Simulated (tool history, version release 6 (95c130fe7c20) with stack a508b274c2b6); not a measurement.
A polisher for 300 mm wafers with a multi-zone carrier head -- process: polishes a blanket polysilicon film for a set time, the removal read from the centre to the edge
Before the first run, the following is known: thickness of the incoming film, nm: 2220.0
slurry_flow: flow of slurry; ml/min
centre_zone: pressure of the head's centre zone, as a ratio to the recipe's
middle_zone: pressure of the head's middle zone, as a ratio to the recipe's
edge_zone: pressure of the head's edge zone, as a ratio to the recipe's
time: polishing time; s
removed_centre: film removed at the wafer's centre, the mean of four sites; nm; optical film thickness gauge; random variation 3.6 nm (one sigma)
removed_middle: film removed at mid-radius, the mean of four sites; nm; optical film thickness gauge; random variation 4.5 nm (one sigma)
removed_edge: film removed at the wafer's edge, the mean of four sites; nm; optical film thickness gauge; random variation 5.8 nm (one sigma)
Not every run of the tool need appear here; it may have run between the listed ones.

run  hour  slurry_flow  centre_zone  middle_zone  edge_zone  time  removed_centre  removed_middle  removed_edge
  1   0.0          175         1.00         1.00       1.00    71          529.50          524.09        519.67
  2   8.7          175         1.00         1.00       1.00    81          608.24          600.82        593.95
  3  14.8          175         0.99         0.99       0.97    76          567.04          562.75        551.14
  4  18.5          175         0.99         0.98       0.95    72          536.91          518.05        525.32
  5  22.4          175         0.99         0.99       0.94    68          509.25          495.04        484.00
  6  30.6          175         0.94         0.99       0.94    68          471.68          495.09        495.03
  7  34.7          170         0.95         0.99       0.92    66          469.55          484.65        464.32
  8  37.1          165         0.95         0.98       0.90    65          458.57          465.00        448.65
  9  45.7          155         0.95         0.97       0.89    64          446.00          454.55        446.15
 10  46.3          155         0.95         0.97       0.88    63          439.10          436.60        442.79
 11  52.8          155         0.95         0.98       0.87    62          433.23          432.01        424.00
 12  61.0          150         0.95         0.98       0.86    62          429.47          434.55        413.75

Run 13 is up next; what results do you expect?
 13  66.2          145         0.95         0.98       0.85    62               ?               ?             ?

{"run 13": {"removed_centre": 430.7, "removed_middle": 426.32, "removed_edge": 419.75}}
